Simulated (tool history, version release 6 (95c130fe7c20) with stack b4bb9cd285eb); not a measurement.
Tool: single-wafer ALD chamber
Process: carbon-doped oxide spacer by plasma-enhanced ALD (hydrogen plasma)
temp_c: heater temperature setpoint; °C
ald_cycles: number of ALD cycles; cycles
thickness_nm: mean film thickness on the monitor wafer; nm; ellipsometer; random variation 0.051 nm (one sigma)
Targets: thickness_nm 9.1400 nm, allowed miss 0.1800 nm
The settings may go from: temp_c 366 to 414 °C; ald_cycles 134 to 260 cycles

| run | hour | temp_c | ald_cycles | thickness_nm |
|---|---|---|---|---|
| 1 | 0.0 | 390 | 197 | 9.8474 |
| 2 | 1.0 | 396 | 197 | 9.7852 |
| 3 | 3.1 | 396 | 207 | 10.3640 |
| 4 | 12.3 | 396 | 201 | 10.0960 |
| 5 | 16.9 | 396 | 229 | 11.5710 |
| 6 | 23.1 | 396 | 217 | 10.8950 |
| 7 | 29.3 | 396 | 208 | 10.4150 |
| 8 | 38.5 | 396 | 201 | 10.0950 |
| 9 | 41.9 | 396 | 201 | 9.9434 |
| 10 | 48.4 | 396 | 197 | 9.8004 |
| 11 | 54.7 | 396 | 194 | 9.7252 |
| 12 | 60.6 | 396 | 191 | 9.5282 |
| 13 | 66.2 | 396 | 189 | 9.4571 |
| 14 | 74.5 | 396 | 187 | 9.4282 |

4 next moves are on the table. One of them brings every result within its allowed miss. Which?
| A | 82.8 | 404 | 184 | ? |
| B | 82.8 | 397 | 176 | ? |
| C | 82.8 | 388 | 193 | ? |
| D | 82.8 | 406 | 192 | ? |

| move | thickness_nm |
|---|---|
| A | 9.1573 |
| B | 8.8550 |
| C | 9.7104 |
| D | 9.4991 |
A: meets every target
B: takes the result that was furthest off past its target
C: further off than the last run
D: further off than the last run
Answer: A

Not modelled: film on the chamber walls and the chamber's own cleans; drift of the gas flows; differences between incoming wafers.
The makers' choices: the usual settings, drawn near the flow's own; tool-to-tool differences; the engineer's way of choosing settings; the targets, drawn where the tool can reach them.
